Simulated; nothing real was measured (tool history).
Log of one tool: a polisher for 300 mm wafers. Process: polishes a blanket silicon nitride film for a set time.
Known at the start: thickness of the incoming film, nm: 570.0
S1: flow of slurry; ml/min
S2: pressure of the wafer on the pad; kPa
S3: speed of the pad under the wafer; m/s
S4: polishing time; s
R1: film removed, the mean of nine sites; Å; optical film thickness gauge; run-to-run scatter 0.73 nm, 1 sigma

| run | hour | S1 | S2 | S3 | S4 | R1 |
|---|---|---|---|---|---|---|
| 1 | 0.0 | 210 | 21.4 | 0.84 | 54 | 714.15 |
| 2 | 7.5 | 215 | 22.1 | 0.84 | 54 | 742.96 |
| 3 | 11.6 | 240 | 22.1 | 0.84 | 54 | 741.90 |
| 4 | 20.6 | 240 | 22.1 | 0.94 | 54 | 805.20 |
| 5 | 29.1 | 290 | 22.1 | 0.94 | 54 | 812.83 |
| 6 | 30.4 | 290 | 22.8 | 0.94 | 54 | 824.12 |

What will run 7 give?
|  | 38.7 | head pressure recalibrated |
| 7 | 38.7 | 290 | 23.4 | 0.94 | 54 | ? |

{"run 7": {"R1": 929.16}}

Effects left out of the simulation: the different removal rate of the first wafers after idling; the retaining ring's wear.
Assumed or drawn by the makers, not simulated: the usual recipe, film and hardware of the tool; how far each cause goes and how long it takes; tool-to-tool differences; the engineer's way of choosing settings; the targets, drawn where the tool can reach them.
